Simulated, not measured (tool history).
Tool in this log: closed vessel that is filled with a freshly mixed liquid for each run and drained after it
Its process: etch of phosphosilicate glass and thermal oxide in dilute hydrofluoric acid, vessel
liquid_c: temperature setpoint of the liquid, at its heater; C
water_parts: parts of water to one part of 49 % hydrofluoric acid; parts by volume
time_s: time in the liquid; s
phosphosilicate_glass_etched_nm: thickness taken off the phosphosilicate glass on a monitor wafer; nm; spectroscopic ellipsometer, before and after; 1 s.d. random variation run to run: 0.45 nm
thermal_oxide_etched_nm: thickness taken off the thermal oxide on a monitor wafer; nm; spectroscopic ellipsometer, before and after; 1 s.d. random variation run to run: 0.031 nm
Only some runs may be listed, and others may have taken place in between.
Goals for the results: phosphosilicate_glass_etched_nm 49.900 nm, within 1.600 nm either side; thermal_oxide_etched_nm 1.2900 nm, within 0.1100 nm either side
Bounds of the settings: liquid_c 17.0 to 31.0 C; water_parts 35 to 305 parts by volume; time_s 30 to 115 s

run	hour	liquid_c	water_parts	time_s	phosphosilicate_glass_etched_nm	thermal_oxide_etched_nm
1	0.0	23.0	170	60	54.999	1.3710
2	3.4	23.0	125	60	78.422	2.0550
3	9.9	22.0	130	60	72.205	1.8114
4	18.8	22.0	140	60	66.716	1.6678
5	27.2	22.0	145	60	63.611	1.6236
6	34.2	21.0	145	60	60.928	1.5852
7	36.5	20.5	150	60	58.005	1.5249
8	38.7	20.5	155	60	54.827	1.4467
9	45.6	20.0	160	60	52.132	1.3585

5 next moves are on the table. One of them brings every result within its allowed miss. Which?
A	52.5	20.0	90	30	?	?
B	52.5	26.0	175	55	?	?
C	52.5	17.5	145	65	?	?
D	52.5	30.5	200	55	?	?
E	52.5	25.5	145	45	?	?

move	phosphosilicate_glass_etched_nm	thermal_oxide_etched_nm
A	49.770	1.2364
B	54.166	1.3456
C	57.016	1.4164
D	54.162	1.3456
E	54.307	1.3491
A: every result lands within tolerance
B: the biggest miss grows against the last run
C: the biggest miss grows against the last run
D: the biggest miss grows against the last run
E: the biggest miss grows against the last run
The move that meets every target is A.

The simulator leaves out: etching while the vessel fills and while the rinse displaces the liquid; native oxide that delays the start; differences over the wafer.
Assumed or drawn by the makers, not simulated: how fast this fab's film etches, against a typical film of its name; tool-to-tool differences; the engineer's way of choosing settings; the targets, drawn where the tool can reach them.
